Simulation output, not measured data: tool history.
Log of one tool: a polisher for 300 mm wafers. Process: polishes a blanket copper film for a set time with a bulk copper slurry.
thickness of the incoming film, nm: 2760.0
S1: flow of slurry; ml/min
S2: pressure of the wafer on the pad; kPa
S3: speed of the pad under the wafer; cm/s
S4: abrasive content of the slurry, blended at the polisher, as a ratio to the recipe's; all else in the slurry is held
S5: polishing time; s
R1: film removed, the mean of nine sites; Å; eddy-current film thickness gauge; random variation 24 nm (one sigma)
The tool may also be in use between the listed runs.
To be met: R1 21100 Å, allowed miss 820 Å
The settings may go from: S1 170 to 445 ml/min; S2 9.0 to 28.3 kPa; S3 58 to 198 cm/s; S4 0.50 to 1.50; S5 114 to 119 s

run	hour	S1	S2	S3	S4	S5	R1
1	0.0	285	18.6	128	1.00	114	13994
2	1.6	285	18.6	128	0.80	114	12917
3	4.2	215	18.6	128	0.80	114	12799
4	10.8	185	18.6	128	0.80	114	12652
5	15.4	225	18.6	128	0.80	114	13102
6	18.9	225	16.5	128	0.80	114	11424
7	19.8	225	16.5	128	0.80	114	11299
8	21.2	225	21.4	134	0.80	114	15320
9	22.7	225	22.8	134	0.80	114	16246
10	30.6	225	24.1	134	0.80	114	17453
11	32.4	225	24.8	134	0.80	114	18177
12	38.2	225	25.5	134	0.80	114	18240
13	46.2	225	26.2	134	0.80	114	18768
14	48.1	225	26.9	134	0.80	114	19117

Which of these 5 next moves meets every target?
A	50.0	255	26.9	132	1.05	116	?
B	50.0	240	28.3	120	0.85	114	?
C	50.0	240	24.1	164	0.55	117	?
D	50.0	230	27.6	118	0.75	114	?
E	50.0	205	27.6	134	0.70	114	?

move	R1
A	21502
B	18803
C	18993
D	17232
E	18810
A: meets every target
B: further off than the last run
C: further off than the last run
D: further off than the last run
E: further off than the last run
Move A is the one to make.
